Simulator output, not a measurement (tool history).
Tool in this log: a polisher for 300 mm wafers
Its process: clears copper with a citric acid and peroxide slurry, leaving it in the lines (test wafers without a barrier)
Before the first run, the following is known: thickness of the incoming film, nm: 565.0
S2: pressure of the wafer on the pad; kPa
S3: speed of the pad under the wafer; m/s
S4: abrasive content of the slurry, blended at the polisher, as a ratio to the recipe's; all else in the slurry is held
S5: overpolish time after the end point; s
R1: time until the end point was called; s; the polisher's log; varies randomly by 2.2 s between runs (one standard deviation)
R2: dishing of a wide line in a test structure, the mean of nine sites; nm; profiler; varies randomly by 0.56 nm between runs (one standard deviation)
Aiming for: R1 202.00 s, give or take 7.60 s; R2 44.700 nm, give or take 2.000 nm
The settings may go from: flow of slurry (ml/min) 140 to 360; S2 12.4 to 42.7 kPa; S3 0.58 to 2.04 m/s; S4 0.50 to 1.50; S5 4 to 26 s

Run 1, hour 0.0: flow of slurry (ml/min) 230, S2 27.6 kPa, S3 1.30 m/s, S4 1.00, S5 13 s. Result: R1 156.90 s, R2 34.249 nm.
Run 2, hour 3.4: flow of slurry (ml/min) 225, S2 26.2 kPa, S3 1.30 m/s, S4 1.00, S5 15 s. Result: R1 161.76 s, R2 36.583 nm.
Run 3, hour 8.0: flow of slurry (ml/min) 225, S2 26.2 kPa, S3 1.30 m/s, S4 1.00, S5 19 s. Result: R1 164.17 s, R2 45.369 nm.
Run 4, hour 9.6: flow of slurry (ml/min) 225, S2 26.2 kPa, S3 1.30 m/s, S4 1.00, S5 14 s. Result: R1 162.68 s, R2 35.133 nm.
Run 5, hour 12.5: flow of slurry (ml/min) 225, S2 24.8 kPa, S3 1.30 m/s, S4 1.00, S5 16 s. Result: R1 174.00 s, R2 38.079 nm.
Run 6, hour 15.9: flow of slurry (ml/min) 225, S2 24.8 kPa, S3 1.30 m/s, S4 1.00, S5 20 s. Result: R1 172.22 s, R2 45.250 nm.
Run 7, hour 23.3: flow of slurry (ml/min) 225, S2 24.1 kPa, S3 1.30 m/s, S4 1.00, S5 21 s. Result: R1 178.33 s, R2 46.673 nm.
Run 8, hour 26.0: flow of slurry (ml/min) 225, S2 23.4 kPa, S3 1.30 m/s, S4 1.00, S5 21 s. Result: R1 183.92 s, R2 44.875 nm.
Run 9, hour 33.8: flow of slurry (ml/min) 225, S2 22.8 kPa, S3 1.30 m/s, S4 1.00, S5 21 s. Result: R1 185.10 s, R2 44.641 nm.
Run 10, hour 38.8: flow of slurry (ml/min) 225, S2 22.1 kPa, S3 1.30 m/s, S4 1.00, S5 21 s. Result: R1 190.27 s, R2 43.738 nm.

5 candidate next runs follow, results not yet known. Just one meets every target within its allowed miss. Identify it.
Run A, hour 43.8: flow of slurry (ml/min) 275, S2 19.3 kPa, S3 1.54 m/s, S4 1.25, S5 21 s. Result: R1 ?, R2 ?.
Run B, hour 43.8: flow of slurry (ml/min) 260, S2 20.7 kPa, S3 1.44 m/s, S4 0.80, S5 23 s. Result: R1 ?, R2 ?.
Run C, hour 43.8: flow of slurry (ml/min) 210, S2 23.4 kPa, S3 1.28 m/s, S4 1.05, S5 23 s. Result: R1 ?, R2 ?.
Run D, hour 43.8: flow of slurry (ml/min) 210, S2 22.8 kPa, S3 1.46 m/s, S4 1.05, S5 20 s. Result: R1 ?, R2 ?.
Run E, hour 43.8: flow of slurry (ml/min) 285, S2 20.7 kPa, S3 1.48 m/s, S4 1.20, S5 21 s. Result: R1 ?, R2 ?.

move      R1      R2
   A  182.03  45.789
   B  200.56  45.745
   C  186.06  49.035
   D  174.20  46.019
   E  176.52  47.162
A: moves away from the targets compared with the last run
B: every result within its allowed miss
C: moves away from the targets compared with the last run
D: moves away from the targets compared with the last run
E: moves away from the targets compared with the last run
Move B is the one to make.
